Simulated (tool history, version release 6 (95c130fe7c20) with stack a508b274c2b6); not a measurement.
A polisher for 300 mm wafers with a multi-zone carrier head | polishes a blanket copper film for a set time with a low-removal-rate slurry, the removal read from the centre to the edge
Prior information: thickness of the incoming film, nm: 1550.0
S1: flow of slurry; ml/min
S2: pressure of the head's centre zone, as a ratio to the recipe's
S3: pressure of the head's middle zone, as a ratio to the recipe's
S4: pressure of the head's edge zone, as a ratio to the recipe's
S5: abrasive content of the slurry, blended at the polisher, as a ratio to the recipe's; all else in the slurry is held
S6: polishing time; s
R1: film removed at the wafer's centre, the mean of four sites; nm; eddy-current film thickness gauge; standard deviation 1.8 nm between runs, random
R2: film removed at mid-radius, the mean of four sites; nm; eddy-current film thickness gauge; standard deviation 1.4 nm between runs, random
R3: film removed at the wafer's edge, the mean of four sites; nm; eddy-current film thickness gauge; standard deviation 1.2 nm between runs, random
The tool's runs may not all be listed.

| run | day | S1 | S2 | S3 | S4 | S5 | S6 | R1 | R2 | R3 |
|---|---|---|---|---|---|---|---|---|---|---|
| 1 | 0.000 | 230 | 1.00 | 1.00 | 1.00 | 1.00 | 61 | 168.38 | 159.35 | 161.61 |
| 2 | 0.288 | 230 | 0.92 | 1.00 | 1.00 | 1.00 | 61 | 158.28 | 159.32 | 162.84 |
| 3 | 0.458 | 185 | 0.92 | 1.00 | 1.00 | 1.00 | 61 | 150.76 | 152.40 | 157.58 |
| 4 | 0.575 | 180 | 0.92 | 0.99 | 0.99 | 1.00 | 61 | 150.36 | 149.49 | 157.09 |
| 5 | 0.900 | 180 | 0.92 | 0.99 | 0.99 | 0.85 | 61 | 144.52 | 144.69 | 148.29 |
| 6 | 1.004 | 180 | 0.92 | 0.99 | 0.99 | 0.85 | 74 | 175.24 | 172.52 | 180.71 |
| 7 | 1.179 | 175 | 0.91 | 0.98 | 0.98 | 0.80 | 74 | 170.13 | 168.08 | 177.49 |

Run 8, settings as shown, results not yet in. Your forecast:
| 8 | 1.529 | 175 | 0.91 | 0.97 | 0.97 | 0.75 | 73 | ? | ? | ? |

Run 8 came out at R1 163.52 nm, R2 161.21 nm, R3 170.49 nm.
